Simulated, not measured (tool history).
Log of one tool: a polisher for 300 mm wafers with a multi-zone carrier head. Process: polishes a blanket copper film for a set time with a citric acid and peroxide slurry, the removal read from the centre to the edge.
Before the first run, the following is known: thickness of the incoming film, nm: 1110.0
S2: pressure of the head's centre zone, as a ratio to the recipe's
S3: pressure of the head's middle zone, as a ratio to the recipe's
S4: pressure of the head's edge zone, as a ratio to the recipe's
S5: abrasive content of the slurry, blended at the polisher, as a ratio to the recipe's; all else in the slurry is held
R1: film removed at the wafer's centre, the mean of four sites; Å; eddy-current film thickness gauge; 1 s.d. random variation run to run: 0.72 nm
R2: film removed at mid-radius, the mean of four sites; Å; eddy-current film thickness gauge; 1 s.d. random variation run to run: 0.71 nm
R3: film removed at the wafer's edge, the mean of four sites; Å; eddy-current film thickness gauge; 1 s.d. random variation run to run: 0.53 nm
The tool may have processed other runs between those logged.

Run 1, hour 0: flow of slurry (ml/min) 220, S2 1, S3 1, S4 1, S5 1, polishing time (s) 76. Result: R1 967.79 Å, R2 937.82 Å, R3 945.44 Å.
Run 2, hour 4.7: flow of slurry (ml/min) 220, S2 1, S3 1, S4 1.08, S5 1, polishing time (s) 76. Result: R1 976.44 Å, R2 935.98 Å, R3 990.65 Å.
Run 3, hour 7.7: flow of slurry (ml/min) 205, S2 1.01, S3 1.02, S4 1.02, S5 1, polishing time (s) 76. Result: R1 987.43 Å, R2 939.24 Å, R3 961.31 Å.
Run 4, hour 14.9: flow of slurry (ml/min) 215, S2 1, S3 1.03, S4 0.96, S5 0.95, polishing time (s) 76. Result: R1 947.17 Å, R2 941.99 Å, R3 921.35 Å.
Run 5, hour 23.8: flow of slurry (ml/min) 215, S2 1, S3 1.04, S4 0.92, S5 0.95, polishing time (s) 76. Result: R1 945.52 Å, R2 957.23 Å, R3 902.69 Å.
Run 6, hour 28.6: flow of slurry (ml/min) 215, S2 1, S3 1.04, S4 0.92, S5 0.8, polishing time (s) 76. Result: R1 899.88 Å, R2 912.68 Å, R3 851.29 Å.
Run 7, hour 37: flow of slurry (ml/min) 225, S2 1.01, S3 1.05, S4 0.91, S5 0.8, polishing time (s) 76. Result: R1 926.47 Å, R2 912.07 Å, R3 856.26 Å.

Run 8, settings as shown, results not yet in. Your forecast:
Run 8, hour 41.2: flow of slurry (ml/min) 230, S2 1.01, S3 1.07, S4 0.9, S5 0.8, polishing time (s) 76. Result: R1 ?, R2 ?, R3 ?.

{"run 8": {"R1": 920.18, "R2": 939.27, "R3": 853.35}}
